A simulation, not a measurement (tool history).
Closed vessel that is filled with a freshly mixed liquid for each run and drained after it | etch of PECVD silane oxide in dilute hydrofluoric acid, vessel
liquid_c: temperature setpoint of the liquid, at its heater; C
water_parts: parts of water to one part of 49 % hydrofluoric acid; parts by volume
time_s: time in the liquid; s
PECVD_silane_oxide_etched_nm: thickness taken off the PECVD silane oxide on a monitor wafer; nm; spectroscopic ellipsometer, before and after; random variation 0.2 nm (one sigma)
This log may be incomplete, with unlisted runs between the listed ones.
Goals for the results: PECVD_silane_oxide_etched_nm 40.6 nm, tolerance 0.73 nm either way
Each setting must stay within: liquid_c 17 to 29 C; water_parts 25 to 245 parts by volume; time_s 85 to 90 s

{"run": 1, "day": 0.0, "liquid_c": 21, "water_parts": 135, "time_s": 85, "PECVD_silane_oxide_etched_nm": 13.586}
{"run": 2, "day": 0.083, "liquid_c": 23, "water_parts": 115, "time_s": 85, "PECVD_silane_oxide_etched_nm": 17.62}
{"run": 3, "day": 0.288, "liquid_c": 24.5, "water_parts": 100, "time_s": 85, "PECVD_silane_oxide_etched_nm": 21.868}
{"run": 4, "day": 0.538, "liquid_c": 21.5, "water_parts": 100, "time_s": 85, "PECVD_silane_oxide_etched_nm": 19.352}
{"run": 5, "day": 0.796, "liquid_c": 23, "water_parts": 90, "time_s": 85, "PECVD_silane_oxide_etched_nm": 23.192}
{"run": 6, "day": 1.1, "liquid_c": 23, "water_parts": 90, "time_s": 90, "PECVD_silane_oxide_etched_nm": 24.582}
{"run": 7, "day": 1.467, "liquid_c": 24.5, "water_parts": 85, "time_s": 90, "PECVD_silane_oxide_etched_nm": 27.827}
{"run": 8, "day": 1.562, "liquid_c": 25.5, "water_parts": 80, "time_s": 90, "PECVD_silane_oxide_etched_nm": 30.78}
{"run": 9, "day": 1.912, "liquid_c": 26.5, "water_parts": 75, "time_s": 90, "PECVD_silane_oxide_etched_nm": 34.552}
{"run": 10, "day": 2.258, "liquid_c": 27, "water_parts": 75, "time_s": 90, "PECVD_silane_oxide_etched_nm": 35.338}
{"run": 11, "day": 2.3, "liquid_c": 27.5, "water_parts": 75, "time_s": 90, "PECVD_silane_oxide_etched_nm": 36.149}
{"run": 12, "day": 2.388, "liquid_c": 29, "water_parts": 65, "time_s": 90, "PECVD_silane_oxide_etched_nm": 44.557}
{"run": 13, "day": 2.696, "liquid_c": 28.5, "water_parts": 65, "time_s": 90, "PECVD_silane_oxide_etched_nm": 43.865}
{"run": 14, "day": 2.771, "liquid_c": 28, "water_parts": 65, "time_s": 90, "PECVD_silane_oxide_etched_nm": 43.295}
{"run": 15, "day": 2.9, "liquid_c": 27.5, "water_parts": 65, "time_s": 90, "PECVD_silane_oxide_etched_nm": 42.105}

4 next moves are on the table. One of them brings every result within its allowed miss. Which?
{"run": "A", "day": 3.029, "liquid_c": 28, "water_parts": 65, "time_s": 90, "PECVD_silane_oxide_etched_nm": "?"}
{"run": "B", "day": 3.029, "liquid_c": 24.5, "water_parts": 60, "time_s": 90, "PECVD_silane_oxide_etched_nm": "?"}
{"run": "C", "day": 3.029, "liquid_c": 29, "water_parts": 65, "time_s": 90, "PECVD_silane_oxide_etched_nm": "?"}
{"run": "D", "day": 3.029, "liquid_c": 27, "water_parts": 60, "time_s": 85, "PECVD_silane_oxide_etched_nm": "?"}

move=A PECVD_silane_oxide_etched_nm=43.115
move=B PECVD_silane_oxide_etched_nm=40.885
move=C PECVD_silane_oxide_etched_nm=44.837
move=D PECVD_silane_oxide_etched_nm=42.702
A: further off than the last run
B: in spec on every target
C: further off than the last run
D: further off than the last run
Answer: B
